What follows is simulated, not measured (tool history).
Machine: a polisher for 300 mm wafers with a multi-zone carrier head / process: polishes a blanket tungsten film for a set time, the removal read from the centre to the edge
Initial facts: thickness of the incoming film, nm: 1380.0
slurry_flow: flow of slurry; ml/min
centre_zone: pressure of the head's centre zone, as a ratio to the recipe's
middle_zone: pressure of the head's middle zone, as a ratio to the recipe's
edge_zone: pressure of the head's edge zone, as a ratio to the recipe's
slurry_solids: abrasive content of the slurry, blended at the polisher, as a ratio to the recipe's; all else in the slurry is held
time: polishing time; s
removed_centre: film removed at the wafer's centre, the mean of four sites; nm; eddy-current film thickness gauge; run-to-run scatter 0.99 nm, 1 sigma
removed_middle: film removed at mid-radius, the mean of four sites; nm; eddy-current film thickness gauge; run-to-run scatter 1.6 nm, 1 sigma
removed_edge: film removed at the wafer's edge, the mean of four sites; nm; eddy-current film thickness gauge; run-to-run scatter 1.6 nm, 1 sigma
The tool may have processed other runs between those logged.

run  hour  slurry_flow  centre_zone  middle_zone  edge_zone  slurry_solids  time  removed_centre  removed_middle  removed_edge
  1   0.0          155         1.00         1.00       1.00           1.00    56          172.88          178.12        173.05
  2   7.8          150         0.97         1.00       0.99           0.90    53          154.17          161.85        157.86
  3  12.7          145         0.94         1.00       0.99           0.85    51          141.76          151.16        151.75
  4  19.5          160         0.94         1.00       0.99           0.85    51          143.57          154.06        151.71
  5  20.6          160         0.90         1.00       0.99           0.85    51          138.79          152.72        147.99
  6  21.5          160         0.90         1.00       0.99           0.70    51          130.27          149.27        147.21
  7  30.0          160         0.90         1.00       0.99           0.70    51          132.51          143.93        139.93

What does the tool deliver on the next run?
  8  35.3          155         0.88         1.01       1.00           0.65    49               ?               ?             ?

{"run 8": {"removed_centre": 122.96, "removed_middle": 136.49, "removed_edge": 133.33}}

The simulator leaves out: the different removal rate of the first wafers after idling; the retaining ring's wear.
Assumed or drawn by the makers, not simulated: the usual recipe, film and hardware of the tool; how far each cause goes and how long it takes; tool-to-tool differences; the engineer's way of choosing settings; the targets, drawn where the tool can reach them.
